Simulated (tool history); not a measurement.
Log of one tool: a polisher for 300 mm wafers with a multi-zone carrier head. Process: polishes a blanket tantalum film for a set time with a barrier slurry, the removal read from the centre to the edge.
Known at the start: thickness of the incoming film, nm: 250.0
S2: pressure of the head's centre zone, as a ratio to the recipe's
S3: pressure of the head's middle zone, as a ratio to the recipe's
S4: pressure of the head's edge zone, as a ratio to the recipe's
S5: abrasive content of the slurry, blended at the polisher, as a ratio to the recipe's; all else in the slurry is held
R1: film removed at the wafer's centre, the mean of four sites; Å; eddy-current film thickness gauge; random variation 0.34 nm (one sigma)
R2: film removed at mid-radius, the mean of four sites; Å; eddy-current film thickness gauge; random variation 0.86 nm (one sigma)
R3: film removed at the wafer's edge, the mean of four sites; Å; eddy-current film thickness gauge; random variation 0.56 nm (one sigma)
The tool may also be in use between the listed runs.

run 1 hour=0.0 | flow_of_slurry_(ml/min)=290 S2=1.00 S3=1.00 S4=1.00 S5=1.00 polishing_time_(s)=75 | R1=892.27 R2=913.21 R3=915.55
run 2 hour=5.6 | flow_of_slurry_(ml/min)=280 S2=0.94 S3=1.00 S4=0.95 S5=0.85 polishing_time_(s)=70 | R1=726.35 R2=767.63 R3=782.15
run 3 hour=9.6 | flow_of_slurry_(ml/min)=280 S2=0.94 S3=1.00 S4=0.88 S5=0.85 polishing_time_(s)=70 | R1=730.27 R2=777.24 R3=761.70
run 4 hour=12.7 | flow_of_slurry_(ml/min)=270 S2=0.90 S3=1.03 S4=0.86 S5=0.75 polishing_time_(s)=68 | R1=640.72 R2=740.62 R3=686.92
run 5 hour=16.3 | flow_of_slurry_(ml/min)=255 S2=0.87 S3=1.02 S4=0.84 S5=0.70 polishing_time_(s)=68 | R1=586.22 R2=708.69 R3=654.76
run 6 hour=23.7 | flow_of_slurry_(ml/min)=240 S2=0.86 S3=1.01 S4=0.83 S5=0.65 polishing_time_(s)=68 | R1=549.78 R2=674.05 R3=619.63

Run 7 comes next. What will it give?
run 7 hour=24.4 | flow_of_slurry_(ml/min)=225 S2=0.86 S3=1.01 S4=0.83 S5=0.65 polishing_time_(s)=68 | R1=? R2=? R3=?

Run 7 gave R1 551.35 Å, R2 661.41 Å, R3 609.84 Å.
